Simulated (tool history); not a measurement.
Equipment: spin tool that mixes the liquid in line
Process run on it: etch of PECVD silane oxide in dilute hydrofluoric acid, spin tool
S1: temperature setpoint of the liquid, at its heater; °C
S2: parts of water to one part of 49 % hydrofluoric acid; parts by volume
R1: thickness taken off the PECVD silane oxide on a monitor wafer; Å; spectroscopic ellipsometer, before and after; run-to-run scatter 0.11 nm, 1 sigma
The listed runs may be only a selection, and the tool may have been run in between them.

run 1 hour=0 | S1=25 S2=230 time_under_the_liquid_(s)=325 | R1=172.37
run 2 hour=7.2 | S1=26.5 S2=230 time_under_the_liquid_(s)=325 | R1=182.56
run 3 hour=15.3 | S1=27.5 S2=225 time_under_the_liquid_(s)=325 | R1=194.18
run 4 hour=17.4 | S1=27.5 S2=145 time_under_the_liquid_(s)=325 | R1=329.51
-- hour=26.4 thermometer replaced
run 5 hour=26.4 | S1=27 S2=145 time_under_the_liquid_(s)=325 | R1=355.76
run 6 hour=33.9 | S1=25.5 S2=145 time_under_the_liquid_(s)=325 | R1=337.28
run 7 hour=39.7 | S1=24.5 S2=145 time_under_the_liquid_(s)=325 | R1=322.65

What does the tool deliver on the next run?
run 8 hour=45.9 | S1=24.5 S2=145 time_under_the_liquid_(s)=325 | R1=?

Run 8 measured R1 322.18 Å.
